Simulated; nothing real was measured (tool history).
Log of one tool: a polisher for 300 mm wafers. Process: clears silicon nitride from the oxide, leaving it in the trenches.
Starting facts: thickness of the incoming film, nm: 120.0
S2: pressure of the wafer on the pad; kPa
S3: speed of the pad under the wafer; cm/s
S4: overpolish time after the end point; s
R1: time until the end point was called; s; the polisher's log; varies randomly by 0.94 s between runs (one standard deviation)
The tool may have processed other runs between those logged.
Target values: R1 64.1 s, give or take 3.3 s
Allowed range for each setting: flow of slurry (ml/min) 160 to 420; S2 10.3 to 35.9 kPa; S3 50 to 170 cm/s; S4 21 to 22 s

run 1 day=0 | flow_of_slurry_(ml/min)=270 S2=22.8 S3=110 S4=21 | R1=85.775
run 2 day=0.208 | flow_of_slurry_(ml/min)=270 S2=24.1 S3=110 S4=21 | R1=83.763
run 3 day=0.267 | flow_of_slurry_(ml/min)=270 S2=25.5 S3=110 S4=21 | R1=76.825
run 4 day=0.354 | flow_of_slurry_(ml/min)=270 S2=21.4 S3=110 S4=21 | R1=92.931
run 5 day=0.7 | flow_of_slurry_(ml/min)=245 S2=21.4 S3=110 S4=21 | R1=89.467
run 6 day=1.071 | flow_of_slurry_(ml/min)=245 S2=21.4 S3=110 S4=21 | R1=92.241
run 7 day=1.212 | flow_of_slurry_(ml/min)=245 S2=22.8 S3=110 S4=21 | R1=86.363
run 8 day=1.583 | flow_of_slurry_(ml/min)=245 S2=24.1 S3=110 S4=21 | R1=83.25

Which one of the following 5 next-run settings gets every result inside its allowed miss? There is exactly one.
run A day=1.954 | flow_of_slurry_(ml/min)=160 S2=20 S3=118 S4=22 | R1=?
run B day=1.954 | flow_of_slurry_(ml/min)=230 S2=27.6 S3=112 S4=22 | R1=?
run C day=1.954 | flow_of_slurry_(ml/min)=290 S2=23.4 S3=166 S4=21 | R1=?
run D day=1.954 | flow_of_slurry_(ml/min)=200 S2=17.9 S3=106 S4=22 | R1=?
run E day=1.954 | flow_of_slurry_(ml/min)=215 S2=29 S3=122 S4=22 | R1=?

move=A R1=94.578
move=B R1=70.453
move=C R1=55.189
move=D R1=114.2
move=E R1=62.179
A: the biggest miss grows against the last run
B: an improvement on the last run, though not all results are within tolerance
C: takes the biggest miss from the last run beyond its target
D: the biggest miss grows against the last run
E: every result within its allowed miss
Correct choice: E, which meets every target
